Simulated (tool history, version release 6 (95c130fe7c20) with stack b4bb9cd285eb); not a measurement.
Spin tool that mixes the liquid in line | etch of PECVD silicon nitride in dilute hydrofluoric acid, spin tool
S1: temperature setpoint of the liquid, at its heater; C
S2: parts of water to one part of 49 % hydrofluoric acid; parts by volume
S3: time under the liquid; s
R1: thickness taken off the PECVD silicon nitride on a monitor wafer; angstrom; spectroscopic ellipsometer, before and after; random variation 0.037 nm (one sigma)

Run 1, hour 0.0: S1 21.0 C, S2 145 parts by volume, S3 95 s. Result: R1 9.2614 angstrom.
Run 2, hour 6.0: S1 22.0 C, S2 135 parts by volume, S3 95 s. Result: R1 10.7460 angstrom.
Run 3, hour 10.9: S1 22.0 C, S2 135 parts by volume, S3 95 s. Result: R1 10.9430 angstrom.
Run 4, hour 16.4: S1 23.0 C, S2 130 parts by volume, S3 95 s. Result: R1 11.6550 angstrom.
Run 5, hour 22.5: S1 21.5 C, S2 130 parts by volume, S3 95 s. Result: R1 10.9300 angstrom.
Run 6, hour 31.1: S1 21.5 C, S2 130 parts by volume, S3 70 s. Result: R1 8.0355 angstrom.
Run 7, hour 38.2: S1 22.5 C, S2 115 parts by volume, S3 70 s. Result: R1 9.5138 angstrom.
Run 8, hour 45.7: S1 23.5 C, S2 105 parts by volume, S3 75 s. Result: R1 12.2160 angstrom.
Run 9, hour 48.3: S1 24.0 C, S2 100 parts by volume, S3 75 s. Result: R1 12.8890 angstrom.
Run 10, hour 49.3: S1 24.5 C, S2 95 parts by volume, S3 75 s. Result: R1 14.2370 angstrom.
Run 11, hour 54.7: S1 25.0 C, S2 90 parts by volume, S3 75 s. Result: R1 15.6560 angstrom.

Forecast run 12:
Run 12, hour 61.9: S1 25.5 C, S2 90 parts by volume, S3 75 s. Result: R1 ?.

R1: 15.9370 angstrom

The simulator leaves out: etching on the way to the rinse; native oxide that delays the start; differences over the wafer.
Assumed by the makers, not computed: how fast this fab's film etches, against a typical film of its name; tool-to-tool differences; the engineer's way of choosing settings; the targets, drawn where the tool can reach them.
